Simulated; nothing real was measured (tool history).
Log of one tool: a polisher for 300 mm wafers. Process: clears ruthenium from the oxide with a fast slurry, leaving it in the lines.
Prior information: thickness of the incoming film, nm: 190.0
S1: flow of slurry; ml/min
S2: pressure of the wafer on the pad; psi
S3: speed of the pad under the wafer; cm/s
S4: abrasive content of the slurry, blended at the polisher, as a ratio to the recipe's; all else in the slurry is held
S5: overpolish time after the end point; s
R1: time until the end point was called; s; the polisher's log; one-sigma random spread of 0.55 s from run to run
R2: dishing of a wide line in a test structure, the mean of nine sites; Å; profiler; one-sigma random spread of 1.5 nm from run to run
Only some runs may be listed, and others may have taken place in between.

| run | hour | S1 | S2 | S3 | S4 | S5 | R1 | R2 |
|---|---|---|---|---|---|---|---|---|
| 1 | 0 | 280 | 3.2 | 92 | 1 | 13 | 42.483 | 513.66 |
| 2 | 8.8 | 280 | 3 | 92 | 1 | 15 | 44.544 | 550.9 |
| 3 | 17.3 | 280 | 2.8 | 92 | 1 | 16 | 48.253 | 567.89 |
| 4 | 24.4 | 280 | 2.8 | 106 | 1 | 16 | 41.762 | 640.74 |
| 5 | 26 | 280 | 2.8 | 106 | 1 | 11 | 42.484 | 462.96 |
| 6 | 32.6 | 280 | 2.8 | 90 | 1 | 11 | 49.252 | 407.69 |
| 7 | 39.6 | 280 | 2.7 | 90 | 1 | 13 | 50.917 | 449.27 |

Run 8 has not been measured yet. What should we expect?
| 8 | 45.5 | 280 | 2.6 | 90 | 1 | 15 | ? | ? |

Run 8 yielded R1 51.586 s, R2 501.84 Å.
